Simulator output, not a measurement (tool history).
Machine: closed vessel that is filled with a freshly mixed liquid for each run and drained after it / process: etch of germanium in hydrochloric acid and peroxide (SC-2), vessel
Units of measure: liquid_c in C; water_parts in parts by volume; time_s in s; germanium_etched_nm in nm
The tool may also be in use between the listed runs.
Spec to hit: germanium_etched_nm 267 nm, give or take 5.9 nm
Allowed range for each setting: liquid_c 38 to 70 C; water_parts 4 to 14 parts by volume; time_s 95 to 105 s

run,hour,liquid_c,water_parts,time_s,germanium_etched_nm
1,0,54,7.5,95,421.24
2,1.8,54,7.5,105,461.28
3,9.9,54,8.5,105,463.49
4,16.9,49.5,9,105,398.04
5,25.2,49.5,9,95,363.9
6,31.8,49.5,10,95,356.26
7,32.5,47,10,95,330.06
8,39.2,45,10,95,309.04
9,44.3,43.5,10,95,291.81

Next run, 5 choices. One meets every target within its allowed miss, the rest don't. Which?
A,49.4,46.5,9,95,?
B,49.4,40,5.5,95,?
C,49.4,45,5.5,95,?
D,49.4,46.5,7.5,95,?
E,49.4,42.5,12,95,?

move,germanium_etched_nm
A,326.48
B,269.17
C,318.69
D,330.49
E,279.09
A: its largest miss is bigger than the last run's
B: all results land within tolerance of their targets
C: its largest miss is bigger than the last run's
D: its largest miss is bigger than the last run's
E: nearer the targets than the last run, but a result is still out of spec
Correct choice: B, which meets every target

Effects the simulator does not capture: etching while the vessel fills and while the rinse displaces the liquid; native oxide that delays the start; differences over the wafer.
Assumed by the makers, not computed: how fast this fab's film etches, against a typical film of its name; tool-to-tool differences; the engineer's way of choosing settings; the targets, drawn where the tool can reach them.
